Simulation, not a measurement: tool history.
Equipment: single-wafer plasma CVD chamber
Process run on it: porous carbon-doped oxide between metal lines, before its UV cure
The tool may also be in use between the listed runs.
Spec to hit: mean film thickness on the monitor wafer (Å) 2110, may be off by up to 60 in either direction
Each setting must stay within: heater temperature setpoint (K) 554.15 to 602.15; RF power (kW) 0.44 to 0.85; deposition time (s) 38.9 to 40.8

| run | hour | heater temperature setpoint (K) | RF power (kW) | deposition time (s) | mean film thickness on the monitor wafer (Å) |
|---|---|---|---|---|---|
| 1 | 0 | 578.15 | 0.645 | 40.8 | 2466.4 |
| 2 | 0.8 | 580.15 | 0.635 | 40.7 | 2388.5 |
| 3 | 2.5 | 580.15 | 0.72 | 40.7 | 2628.2 |
| 4 | 7.8 | 573.15 | 0.72 | 40.7 | 2737 |
| 5 | 10.6 | 576.15 | 0.7 | 40.5 | 2603.8 |
| 6 | 15.3 | 578.15 | 0.685 | 40.4 | 2553.1 |
|  | 22.1 | RF generator calibrated |
| 7 | 22.1 | 580.15 | 0.67 | 40.3 | 2550.9 |
| 8 | 26.8 | 580.15 | 0.645 | 40.1 | 2481.9 |
| 9 | 34.3 | 581.15 | 0.62 | 39.9 | 2398.5 |
| 10 | 42.5 | 582.15 | 0.6 | 39.7 | 2306 |
| 11 | 49.2 | 583.15 | 0.59 | 39.6 | 2247.4 |
| 12 | 57.8 | 584.15 | 0.585 | 39.6 | 2241.8 |
| 13 | 59.9 | 585.15 | 0.58 | 39.6 | 2203.2 |
| 14 | 60.5 | 586.15 | 0.575 | 39.6 | 2179 |

Exercise: of the 5 proposed moves below, exactly one satisfies all targets within the stated allowed misses. Which move is it?
| A | 61.1 | 580.15 | 0.555 | 40.8 | ? |
| B | 61.1 | 586.15 | 0.585 | 40.8 | ? |
| C | 61.1 | 593.15 | 0.66 | 38.9 | ? |
| D | 61.1 | 592.15 | 0.625 | 40.1 | ? |
| E | 61.1 | 586.15 | 0.57 | 38.9 | ? |

| move | mean film thickness on the monitor wafer (Å) |
|---|---|
| A | 2258.9 |
| B | 2265.8 |
| C | 2269.6 |
| D | 2259.1 |
| E | 2121.3 |
A: its largest miss is bigger than the last run's
B: its largest miss is bigger than the last run's
C: its largest miss is bigger than the last run's
D: its largest miss is bigger than the last run's
E: each result inside its tolerance
The right move is E.
